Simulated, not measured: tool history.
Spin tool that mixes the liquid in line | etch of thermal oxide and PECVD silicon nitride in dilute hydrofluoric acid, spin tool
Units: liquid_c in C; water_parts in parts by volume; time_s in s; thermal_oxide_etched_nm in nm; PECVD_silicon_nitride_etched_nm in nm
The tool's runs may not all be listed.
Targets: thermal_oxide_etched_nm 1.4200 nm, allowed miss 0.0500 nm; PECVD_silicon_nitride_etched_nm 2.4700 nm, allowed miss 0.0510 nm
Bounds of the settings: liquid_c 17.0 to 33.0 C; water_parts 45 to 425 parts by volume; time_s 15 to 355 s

run	hour	liquid_c	water_parts	time_s	thermal_oxide_etched_nm	PECVD_silicon_nitride_etched_nm
1	0.0	25.0	235	180	2.9861	4.4330
2	3.1	24.5	285	190	2.4570	3.7372
3	7.0	24.5	345	190	1.8959	3.1270
4	11.1	27.5	345	190	2.0945	3.7318
5	19.5	29.5	345	190	2.2278	4.1627
6	26.1	32.0	345	190	2.3957	4.8445
7	31.4	29.5	370	195	2.0860	3.9893
8	37.2	25.5	425	195	1.5381	2.7601
9	43.3	25.5	425	195	1.5315	2.7406

Which of these 5 next moves meets every target?
A	49.4	24.5	400	185	?	?
B	49.4	18.0	355	225	?	?
C	49.4	25.0	405	170	?	?
D	49.4	24.5	370	155	?	?
E	49.4	29.5	425	145	?	?

move	thermal_oxide_etched_nm	PECVD_silicon_nitride_etched_nm
A	1.5314	2.5977
B	1.7433	2.3822
C	1.4062	2.4279
D	1.4257	2.3518
E	1.2905	2.5474
A: nearer than the last run, and not there yet
B: takes the result that was furthest off past its target
C: meets every target
D: takes the result that was furthest off past its target
E: nearer than the last run, and not there yet
Answer: C
